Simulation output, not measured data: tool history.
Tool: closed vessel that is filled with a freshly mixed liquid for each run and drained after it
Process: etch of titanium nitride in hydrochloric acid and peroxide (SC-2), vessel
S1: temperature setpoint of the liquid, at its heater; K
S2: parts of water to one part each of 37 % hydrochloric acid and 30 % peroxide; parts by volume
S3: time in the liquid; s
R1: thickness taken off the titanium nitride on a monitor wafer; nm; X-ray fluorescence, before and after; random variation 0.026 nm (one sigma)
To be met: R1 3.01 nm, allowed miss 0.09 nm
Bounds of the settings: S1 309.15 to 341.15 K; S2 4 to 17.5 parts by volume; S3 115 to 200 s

run	day	S1	S2	S3	R1
1	0	325.15	9.5	200	4.0933
2	0.042	325.15	9.5	200	4.1069
3	0.079	322.15	9.5	200	3.4124
4	0.25	322.15	9.5	115	1.9409
5	0.542	322.65	9.5	115	2.03
6	0.829	318.15	9.5	115	1.4858
7	0.921	319.65	9.5	115	1.6414
8	1.254	320.65	9.5	115	1.7589
9	1.529	321.65	9.5	115	1.8834
10	1.579	322.65	9.5	115	2.025
11	1.8	323.65	9.5	115	2.1181
12	1.854	324.65	9.5	115	2.2922
13	2.204	324.65	9.5	115	2.2941
14	2.371	325.65	9.5	115	2.4558
15	2.488	326.15	9.5	115	2.5493
16	2.612	326.65	9.5	115	2.6219
17	2.729	326.65	9.5	115	2.6378

Which of these 4 next moves meets every target?
A	2.846	323.65	12	165	?
B	2.846	322.15	8.5	165	?
C	2.846	326.65	7	115	?
D	2.846	326.15	11	115	?

move	R1
A	2.5293
B	3.051
C	3.3413
D	2.2388
A: further off than the last run
B: meets every target
C: takes the result that was furthest off past its target
D: further off than the last run
Answer: B
